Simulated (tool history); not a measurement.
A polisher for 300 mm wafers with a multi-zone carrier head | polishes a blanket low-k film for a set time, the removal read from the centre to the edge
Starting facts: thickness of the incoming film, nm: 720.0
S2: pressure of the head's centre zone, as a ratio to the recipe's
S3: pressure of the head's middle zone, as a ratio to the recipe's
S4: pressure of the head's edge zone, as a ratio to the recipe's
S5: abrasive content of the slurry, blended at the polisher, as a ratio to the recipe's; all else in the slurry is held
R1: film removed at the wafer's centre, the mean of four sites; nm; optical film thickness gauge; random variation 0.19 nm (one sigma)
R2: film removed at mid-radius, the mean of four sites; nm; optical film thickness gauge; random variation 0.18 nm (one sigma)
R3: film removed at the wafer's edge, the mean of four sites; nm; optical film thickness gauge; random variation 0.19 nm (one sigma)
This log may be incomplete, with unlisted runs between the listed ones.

{"run": 1, "day": 0.0, "flow of slurry (ml/min)": 320, "S2": 1, "S3": 1, "S4": 1, "S5": 1, "polishing time (s)": 35, "R1": 17.615, "R2": 18.136, "R3": 17.522}
{"run": 2, "day": 0.371, "flow of slurry (ml/min)": 320, "S2": 1, "S3": 1, "S4": 1, "S5": 1, "polishing time (s)": 39, "R1": 19.478, "R2": 20.051, "R3": 19.397}
{"run": 3, "day": 0.654, "flow of slurry (ml/min)": 320, "S2": 1, "S3": 1, "S4": 1, "S5": 1, "polishing time (s)": 34, "R1": 16.891, "R2": 17.202, "R3": 16.906}
{"run": 4, "day": 0.862, "flow of slurry (ml/min)": 320, "S2": 0.99, "S3": 1.01, "S4": 0.98, "S5": 0.95, "polishing time (s)": 34, "R1": 16.63, "R2": 16.822, "R3": 16.808}
{"run": 5, "day": 0.988, "flow of slurry (ml/min)": 320, "S2": 0.99, "S3": 0.93, "S4": 0.98, "S5": 0.95, "polishing time (s)": 34, "R1": 16.826, "R2": 15.794, "R3": 16.747}
{"run": 6, "day": 1.283, "flow of slurry (ml/min)": 320, "S2": 0.99, "S3": 1.01, "S4": 0.98, "S5": 0.95, "polishing time (s)": 34, "R1": 16.915, "R2": 17.122, "R3": 16.136}
{"run": 7, "day": 1.358, "flow of slurry (ml/min)": 320, "S2": 0.97, "S3": 1.01, "S4": 0.98, "S5": 0.9, "polishing time (s)": 34, "R1": 15.779, "R2": 16.905, "R3": 16.328}

What will run 8 give?
{"run": 8, "day": 1.467, "flow of slurry (ml/min)": 320, "S2": 0.97, "S3": 1.02, "S4": 0.96, "S5": 0.85, "polishing time (s)": 34, "R1": "?", "R2": "?", "R3": "?"}

R1: 15.934 nm
R2: 16.556 nm
R3: 15.723 nm
